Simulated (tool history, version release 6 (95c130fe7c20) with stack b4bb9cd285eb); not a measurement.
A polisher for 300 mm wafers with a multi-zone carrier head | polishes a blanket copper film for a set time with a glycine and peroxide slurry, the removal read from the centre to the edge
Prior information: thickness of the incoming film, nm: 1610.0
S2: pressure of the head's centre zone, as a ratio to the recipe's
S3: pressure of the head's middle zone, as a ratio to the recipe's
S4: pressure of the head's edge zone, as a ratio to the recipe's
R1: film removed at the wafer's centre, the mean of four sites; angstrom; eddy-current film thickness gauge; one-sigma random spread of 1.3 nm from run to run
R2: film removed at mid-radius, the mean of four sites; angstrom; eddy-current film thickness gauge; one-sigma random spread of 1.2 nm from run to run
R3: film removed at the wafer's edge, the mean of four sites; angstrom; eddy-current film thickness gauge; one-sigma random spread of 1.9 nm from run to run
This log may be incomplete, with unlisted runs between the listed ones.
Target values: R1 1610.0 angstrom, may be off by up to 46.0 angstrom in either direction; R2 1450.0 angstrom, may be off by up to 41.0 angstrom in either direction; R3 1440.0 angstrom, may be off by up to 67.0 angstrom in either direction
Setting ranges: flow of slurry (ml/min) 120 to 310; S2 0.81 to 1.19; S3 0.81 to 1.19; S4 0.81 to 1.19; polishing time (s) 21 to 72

{"run": 1, "hour": 0.0, "flow of slurry (ml/min)": 200, "S2": 1.0, "S3": 1.0, "S4": 1.0, "polishing time (s)": 46, "R1": 1981.9, "R2": 2009.4, "R3": 2097.0}
{"run": 2, "hour": 4.7, "flow of slurry (ml/min)": 200, "S2": 1.01, "S3": 0.99, "S4": 0.97, "polishing time (s)": 44, "R1": 1941.1, "R2": 1870.3, "R3": 1939.2}
{"run": 3, "hour": 7.5, "flow of slurry (ml/min)": 200, "S2": 1.01, "S3": 0.99, "S4": 1.04, "polishing time (s)": 44, "R1": 1904.9, "R2": 1908.3, "R3": 2047.1}
{"run": 4, "hour": 9.9, "flow of slurry (ml/min)": 200, "S2": 1.01, "S3": 0.91, "S4": 1.04, "polishing time (s)": 44, "R1": 1933.8, "R2": 1734.1, "R3": 2007.2}
{"run": 5, "hour": 16.9, "flow of slurry (ml/min)": 200, "S2": 1.01, "S3": 0.92, "S4": 1.01, "polishing time (s)": 43, "R1": 1891.4, "R2": 1722.3, "R3": 1936.5}
{"run": 6, "hour": 24.3, "flow of slurry (ml/min)": 200, "S2": 0.97, "S3": 0.92, "S4": 1.01, "polishing time (s)": 43, "R1": 1773.0, "R2": 1724.9, "R3": 1977.9}
{"run": 7, "hour": 26.3, "flow of slurry (ml/min)": 195, "S2": 0.98, "S3": 0.93, "S4": 0.98, "polishing time (s)": 42, "R1": 1758.5, "R2": 1706.0, "R3": 1872.2}
{"run": 8, "hour": 31.6, "flow of slurry (ml/min)": 190, "S2": 0.98, "S3": 0.93, "S4": 0.96, "polishing time (s)": 41, "R1": 1713.1, "R2": 1644.0, "R3": 1811.4}
{"run": 9, "hour": 32.3, "flow of slurry (ml/min)": 195, "S2": 1.08, "S3": 1.0, "S4": 0.86, "polishing time (s)": 32, "R1": 1487.6, "R2": 1357.8, "R3": 1344.0}

Which single option among these 4 for the next run brings every result within its allowed miss of target? Just one does.
{"run": "A", "hour": 33.0, "flow of slurry (ml/min)": 260, "S2": 1.13, "S3": 1.05, "S4": 0.87, "polishing time (s)": 30, "R1": "?", "R2": "?", "R3": "?"}
{"run": "B", "hour": 33.0, "flow of slurry (ml/min)": 135, "S2": 1.11, "S3": 1.0, "S4": 0.87, "polishing time (s)": 36, "R1": "?", "R2": "?", "R3": "?"}
{"run": "C", "hour": 33.0, "flow of slurry (ml/min)": 175, "S2": 0.92, "S3": 1.02, "S4": 0.95, "polishing time (s)": 33, "R1": "?", "R2": "?", "R3": "?"}
{"run": "D", "hour": 33.0, "flow of slurry (ml/min)": 185, "S2": 1.18, "S3": 0.98, "S4": 0.86, "polishing time (s)": 32, "R1": "?", "R2": "?", "R3": "?"}

move=A R1=1539.1 R2=1373.5 R3=1263.2
move=B R1=1633.6 R2=1440.3 R3=1415.7
move=C R1=1300.8 R2=1402.8 R3=1393.9
move=D R1=1635.1 R2=1324.2 R3=1299.7
A: no nearer and no further than the last run
B: meets every target
C: misses by more than the last run did
D: brings the last run's worst result on target, with another outside its allowed miss
B is the move that brings every result within its allowed miss.
